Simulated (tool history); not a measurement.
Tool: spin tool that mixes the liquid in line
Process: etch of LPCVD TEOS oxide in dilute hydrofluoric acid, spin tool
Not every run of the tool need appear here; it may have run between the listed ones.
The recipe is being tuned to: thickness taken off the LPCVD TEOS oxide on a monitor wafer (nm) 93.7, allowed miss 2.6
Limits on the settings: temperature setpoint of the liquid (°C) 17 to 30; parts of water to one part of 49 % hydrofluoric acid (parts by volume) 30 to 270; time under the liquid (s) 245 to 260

run,hour,temperature setpoint of the liquid (°C),parts of water to one part of 49 % hydrofluoric acid (parts by volume),time under the liquid (s),thickness taken off the LPCVD TEOS oxide on a monitor wafer (nm)
1,0,22,150,245,49.171
2,8,24.5,135,245,61.664
3,8.9,24.5,165,245,48.652
4,17.1,23,165,245,45.477
5,21.2,26,165,245,51.698
6,26.2,29,165,245,57.746
7,27.8,29.5,145,245,68.683
8,29.9,29.5,135,245,74.348
9,31,29.5,125,245,80.896
10,33.9,29.5,120,245,85.335
11,39.5,29.5,115,245,88.825

4 next moves are on the table. One of them brings every result within its allowed miss. Which?
A,45.1,30,120,245,?
B,45.1,30,130,260,?
C,45.1,30,125,255,?
D,45.1,28,110,260,?

move,thickness taken off the LPCVD TEOS oxide on a monitor wafer (nm)
A,87.054
B,84.126
C,86.391
D,94.794
A: lands further from the targets than the last run did
B: lands further from the targets than the last run did
C: lands further from the targets than the last run did
D: hits every target within its allowed miss
D is the move that brings every result within its allowed miss.

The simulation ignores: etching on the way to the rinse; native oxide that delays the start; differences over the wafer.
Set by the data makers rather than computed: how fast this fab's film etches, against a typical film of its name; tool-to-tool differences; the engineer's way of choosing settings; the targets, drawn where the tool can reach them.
